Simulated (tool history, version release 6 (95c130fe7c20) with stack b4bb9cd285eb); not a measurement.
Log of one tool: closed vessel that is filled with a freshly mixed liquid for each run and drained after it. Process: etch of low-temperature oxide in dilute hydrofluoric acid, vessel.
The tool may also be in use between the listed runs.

run,hour,temperature setpoint of the liquid (K),parts of water to one part of 49 % hydrofluoric acid (parts by volume),time in the liquid (s),thickness taken off the low-temperature oxide on a monitor wafer (nm)
1,0.0,295.15,80,35,11.836
2,3.6,295.15,80,30,10.175
3,11.9,295.15,80,30,10.145
4,18.9,296.65,70,30,12.293
5,25.8,296.65,80,30,10.852
6,33.5,297.65,70,30,12.958
7,35.5,301.65,40,30,27.339

The next listed run, before its measurement:
8,37.7,301.15,40,30,?

thickness taken off the low-temperature oxide on a monitor wafer (nm): 27.216
